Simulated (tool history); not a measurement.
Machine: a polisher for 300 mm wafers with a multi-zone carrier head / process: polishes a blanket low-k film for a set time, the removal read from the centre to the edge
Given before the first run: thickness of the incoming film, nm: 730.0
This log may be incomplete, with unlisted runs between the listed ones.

run	day	flow of slurry (ml/min)	pressure of the head's centre zone	pressure of the head's middle zone	pressure of the head's edge zone	abrasive content of the slurry	polishing time (s)	film removed at the wafer's centre (angstrom)	film removed at mid-radius (angstrom)	film removed at the wafer's edge (angstrom)
1	0	185	1	1	1	1	47	214.98	210.71	209.49
2	0.029	185	0.97	1	1	1	47	212.08	210.37	212.51
3	0.267	185	0.97	1.06	1	1	47	215.22	221.59	206.47
4	0.488	175	0.97	1	0.99	0.95	47	205.44	205.7	206.93
5	0.592	175	0.97	1	0.99	0.95	39	174.25	169.65	168.81
6	0.908	175	0.89	1	0.99	0.95	39	160.13	170.56	169.53

Run 7, settings as shown, results not yet in. Your forecast:
7	0.988	185	0.91	0.98	1.03	1	39	?	?	?

film removed at the wafer's centre (angstrom): 165.67
film removed at mid-radius (angstrom): 170.93
film removed at the wafer's edge (angstrom): 176.77
